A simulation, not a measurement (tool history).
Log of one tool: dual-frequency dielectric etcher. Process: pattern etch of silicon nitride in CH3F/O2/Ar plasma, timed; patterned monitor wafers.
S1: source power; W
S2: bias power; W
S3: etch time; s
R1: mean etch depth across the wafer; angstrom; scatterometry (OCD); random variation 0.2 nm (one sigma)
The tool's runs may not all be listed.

Run 1, hour 0: S1 540 W, S2 60 W, S3 41.5 s. Result: R1 295.47 angstrom.
Run 2, hour 2.5: S1 550 W, S2 60 W, S3 41.5 s. Result: R1 294.97 angstrom.
Run 3, hour 11.1: S1 550 W, S2 60 W, S3 38.5 s. Result: R1 273.67 angstrom.
Run 4, hour 18.6: S1 550 W, S2 64 W, S3 38.5 s. Result: R1 282.24 angstrom.
Run 5, hour 26: S1 490 W, S2 64 W, S3 38.5 s. Result: R1 268.97 angstrom.
Run 6, hour 31.8: S1 390 W, S2 64 W, S3 38.5 s. Result: R1 249.9 angstrom.
Run 7, hour 37.8: S1 430 W, S2 65 W, S3 38.5 s. Result: R1 258.13 angstrom.
Run 8, hour 39.5: S1 460 W, S2 66 W, S3 38.5 s. Result: R1 264.9 angstrom.
Run 9, hour 46: S1 570 W, S2 74 W, S3 39 s. Result: R1 296.23 angstrom.
Run 10, hour 50.2: S1 580 W, S2 74 W, S3 39 s. Result: R1 296.57 angstrom.

What will run 11 give?
Run 11, hour 57.5: S1 590 W, S2 74 W, S3 39 s. Result: R1 ?.

R1: 298.7 angstrom
